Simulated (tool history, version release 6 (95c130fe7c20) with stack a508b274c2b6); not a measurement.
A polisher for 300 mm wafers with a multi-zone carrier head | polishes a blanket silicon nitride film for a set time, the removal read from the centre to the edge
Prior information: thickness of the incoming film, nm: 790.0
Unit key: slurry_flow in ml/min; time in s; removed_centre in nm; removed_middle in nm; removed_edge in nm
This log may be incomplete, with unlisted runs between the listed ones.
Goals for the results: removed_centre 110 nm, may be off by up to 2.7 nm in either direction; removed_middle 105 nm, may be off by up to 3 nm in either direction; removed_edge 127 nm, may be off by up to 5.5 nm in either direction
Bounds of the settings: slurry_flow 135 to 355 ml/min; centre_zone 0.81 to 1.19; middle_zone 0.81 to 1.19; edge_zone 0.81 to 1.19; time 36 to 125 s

run	day	slurry_flow	centre_zone	middle_zone	edge_zone	time	removed_centre	removed_middle	removed_edge
1	0	225	1	1	1	80	192.91	190.82	189.57
2	0.029	210	0.97	0.95	1.01	71	162.48	161.43	171.09
3	0.154	210	0.93	0.95	1.01	71	159.49	162.11	170.3
4	0.3	195	0.92	0.91	1.01	64	138.91	138.68	153.78
5	0.675	230	0.92	0.91	1.01	64	142.13	141.58	155.51
6	0.812	230	0.92	0.91	1.01	75	166.4	165.26	179.63
7	1.004	215	0.91	0.88	1	68	147.51	145.6	163.31
8	1.258	205	0.91	0.86	0.99	63	136.89	130.75	147.16
9	1.45	190	0.9	0.85	1	60	126.73	122.72	143.41
10	1.604	180	0.89	0.84	0.99	58	121.13	115.07	134.62
11	1.912	170	0.88	0.83	0.99	58	117.18	111.88	135.57

Next run, 5 choices. One meets every target within its allowed miss, the rest don't. Which?
A	2.221	285	0.92	0.86	0.9	54	?	?	?
B	2.221	155	0.94	0.81	0.95	61	?	?	?
C	2.221	155	0.84	0.85	0.94	58	?	?	?
D	2.221	135	0.89	0.82	1	56	?	?	?
E	2.221	180	0.89	0.89	0.99	55	?	?	?

move	removed_centre	removed_middle	removed_edge
A	123.98	116.62	126.96
B	131.03	115.94	138.19
C	111.25	114.74	130.79
D	110.8	104.99	127.22
E	114.82	115.61	128.65
A: the biggest miss grows against the last run
B: the biggest miss grows against the last run
C: corrects the largest miss of the last run, while another result sits out of spec
D: all results land within tolerance of their targets
E: the biggest miss grows against the last run
D meets every target.
